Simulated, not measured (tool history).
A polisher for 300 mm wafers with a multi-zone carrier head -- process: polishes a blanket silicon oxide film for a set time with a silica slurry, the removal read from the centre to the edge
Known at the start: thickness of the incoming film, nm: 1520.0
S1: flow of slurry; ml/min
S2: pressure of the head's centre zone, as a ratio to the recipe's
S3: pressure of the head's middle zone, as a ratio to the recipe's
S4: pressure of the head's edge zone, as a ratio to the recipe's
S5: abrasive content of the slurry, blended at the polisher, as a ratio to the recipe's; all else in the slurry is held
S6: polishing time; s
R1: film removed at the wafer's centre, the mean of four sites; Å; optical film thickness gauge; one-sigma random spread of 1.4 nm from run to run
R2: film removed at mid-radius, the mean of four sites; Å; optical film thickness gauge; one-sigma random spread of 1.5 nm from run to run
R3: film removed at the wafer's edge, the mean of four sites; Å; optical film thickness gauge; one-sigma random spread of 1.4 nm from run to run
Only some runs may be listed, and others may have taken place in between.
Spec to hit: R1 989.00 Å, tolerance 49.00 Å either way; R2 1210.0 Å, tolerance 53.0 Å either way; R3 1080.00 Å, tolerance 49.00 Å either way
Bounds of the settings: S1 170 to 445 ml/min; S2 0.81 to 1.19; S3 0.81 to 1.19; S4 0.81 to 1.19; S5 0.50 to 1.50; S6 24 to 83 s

{"run": 1, "day": 0.0, "S1": 285, "S2": 1.0, "S3": 1.0, "S4": 1.0, "S5": 1.0, "S6": 53, "R1": 1475.2, "R2": 1521.7, "R3": 1470.0}
{"run": 2, "day": 0.121, "S1": 285, "S2": 0.96, "S3": 1.01, "S4": 0.97, "S5": 0.85, "S6": 52, "R1": 1299.5, "R2": 1367.3, "R3": 1322.3}
{"run": 3, "day": 0.483, "S1": 285, "S2": 0.96, "S3": 1.01, "S4": 0.97, "S5": 0.7, "S6": 52, "R1": 1198.0, "R2": 1267.6, "R3": 1230.5}
{"run": 4, "day": 0.854, "S1": 285, "S2": 1.04, "S3": 1.01, "S4": 0.97, "S5": 0.7, "S6": 52, "R1": 1285.4, "R2": 1259.1, "R3": 1226.1}
{"run": 5, "day": 0.892, "S1": 285, "S2": 1.04, "S3": 1.01, "S4": 0.97, "S5": 0.8, "S6": 52, "R1": 1357.3, "R2": 1371.6, "R3": 1293.8}
{"run": 6, "day": 1.129, "S1": 285, "S2": 1.04, "S3": 1.01, "S4": 0.93, "S5": 0.8, "S6": 52, "R1": 1372.8, "R2": 1375.8, "R3": 1279.0}
{"run": 7, "day": 1.225, "S1": 280, "S2": 0.98, "S3": 1.04, "S4": 0.93, "S5": 0.7, "S6": 51, "R1": 1231.9, "R2": 1272.3, "R3": 1195.7}
{"run": 8, "day": 1.483, "S1": 290, "S2": 0.92, "S3": 1.09, "S4": 0.93, "S5": 0.65, "S6": 50, "R1": 1090.9, "R2": 1270.8, "R3": 1138.8}

Exactly one of the 5 candidate moves below puts every result within its allowed miss. Which one?
{"run": "A", "day": 1.742, "S1": 300, "S2": 0.9, "S3": 1.11, "S4": 0.97, "S5": 0.6, "S6": 55, "R1": "?", "R2": "?", "R3": "?"}
{"run": "B", "day": 1.742, "S1": 385, "S2": 0.9, "S3": 1.11, "S4": 0.97, "S5": 0.55, "S6": 50, "R1": "?", "R2": "?", "R3": "?"}
{"run": "C", "day": 1.742, "S1": 290, "S2": 0.87, "S3": 0.98, "S4": 0.97, "S5": 0.6, "S6": 55, "R1": "?", "R2": "?", "R3": "?"}
{"run": "D", "day": 1.742, "S1": 245, "S2": 1.11, "S3": 1.18, "S4": 0.81, "S5": 0.75, "S6": 42, "R1": "?", "R2": "?", "R3": "?"}
{"run": "E", "day": 1.742, "S1": 310, "S2": 0.95, "S3": 1.18, "S4": 0.86, "S5": 0.6, "S6": 46, "R1": "?", "R2": "?", "R3": "?"}

move=A R1=1112.90 R2=1348.8 R3=1213.60
move=B R1=993.99 R2=1201.8 R3=1075.70
move=C R1=1070.90 R2=1209.9 R3=1213.00
move=D R1=1139.50 R2=1179.3 R3=955.02
move=E R1=986.60 R2=1192.4 R3=977.33
A: further off than the last run
B: hits every target within its allowed miss
C: further off than the last run
D: further off than the last run
E: corrects the largest miss of the last run, while another result sits out of spec
Move B is the one to make.

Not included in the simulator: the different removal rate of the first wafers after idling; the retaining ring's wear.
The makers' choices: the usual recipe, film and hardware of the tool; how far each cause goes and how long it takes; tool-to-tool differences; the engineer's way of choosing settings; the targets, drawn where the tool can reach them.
